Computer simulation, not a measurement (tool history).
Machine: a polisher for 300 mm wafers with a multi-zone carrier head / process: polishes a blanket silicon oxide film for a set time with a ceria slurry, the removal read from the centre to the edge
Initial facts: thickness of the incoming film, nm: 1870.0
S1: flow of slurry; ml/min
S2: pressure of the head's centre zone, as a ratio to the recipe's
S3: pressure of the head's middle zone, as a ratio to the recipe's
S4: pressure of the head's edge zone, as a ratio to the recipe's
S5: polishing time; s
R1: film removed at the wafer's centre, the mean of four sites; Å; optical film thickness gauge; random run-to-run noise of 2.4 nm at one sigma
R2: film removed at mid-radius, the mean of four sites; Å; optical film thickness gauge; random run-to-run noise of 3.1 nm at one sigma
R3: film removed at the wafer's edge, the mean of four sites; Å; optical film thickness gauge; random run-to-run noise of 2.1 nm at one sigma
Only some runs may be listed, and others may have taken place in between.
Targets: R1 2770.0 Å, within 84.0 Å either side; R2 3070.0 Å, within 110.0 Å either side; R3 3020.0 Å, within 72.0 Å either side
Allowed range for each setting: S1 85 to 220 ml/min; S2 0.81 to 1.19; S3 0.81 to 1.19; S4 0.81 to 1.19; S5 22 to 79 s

run  hour   S1    S2    S3    S4  S5      R1      R2      R3
  1   0.0  140  1.00  1.00  1.00  50  2118.4  2120.6  2124.9
  2   7.6  145  1.00  1.01  1.03  52  2261.0  2246.3  2255.8
  3   8.6  150  0.99  1.02  1.05  54  2354.4  2426.9  2366.0
  4  15.7  150  0.92  1.02  1.05  54  2191.9  2339.7  2356.0
  5  24.4  150  0.92  1.02  1.05  45  1830.3  1982.6  1973.7
  6  31.1  150  0.92  1.02  1.05  37  1503.1  1607.1  1623.1
  7  37.4  150  0.92  1.03  1.06  41  1679.8  1832.6  1817.1
  8  42.4  175  0.96  1.06  1.16  55  2375.7  2566.8  2604.6
  9  43.0  180  0.96  1.07  1.16  56  2471.3  2629.3  2670.1
 10  45.9  180  0.96  1.08  1.16  57  2509.0  2713.5  2680.4
 11  49.5  180  0.96  1.08  1.16  58  2521.4  2784.5  2766.9
 12  51.0  185  0.96  1.08  1.16  58  2565.8  2776.6  2747.4
 13  55.8  185  0.96  1.08  1.16  59  2586.7  2818.8  2841.3
 14  60.8  190  0.96  1.09  1.16  59  2599.0  2812.4  2831.7
 15  64.6  190  0.96  1.10  1.16  59  2573.2  2889.6  2815.7
 16  72.2  195  0.97  1.10  1.18  60  2655.6  2917.0  2856.5
 17  72.9  195  0.97  1.10  1.18  60  2640.1  2923.5  2843.6
 18  80.3  195  0.97  1.10  1.19  61  2733.4  2930.2  2958.9

Of the 4 settings listed for the next run, only one would bring every result within its allowed miss of target. Which one?
  A  87.7  205  1.04  1.04  1.19  59   ?   ?   ?
  B  87.7  195  0.97  1.14  1.16  61   ?   ?   ?
  C  87.7  150  0.98  1.10  1.18  65   ?   ?   ?
  D  87.7  210  0.97  1.03  1.18  61   ?   ?   ?

move      R1      R2      R3
   A  2774.7  2755.5  2832.0
   B  2690.1  3062.3  2871.3
   C  2766.8  3044.0  3003.1
   D  2717.4  2835.3  2922.1
A: misses by more than the last run did
B: brings the last run's worst result on target, with another outside its allowed miss
C: each result inside its tolerance
D: misses by more than the last run did
The right move is C.
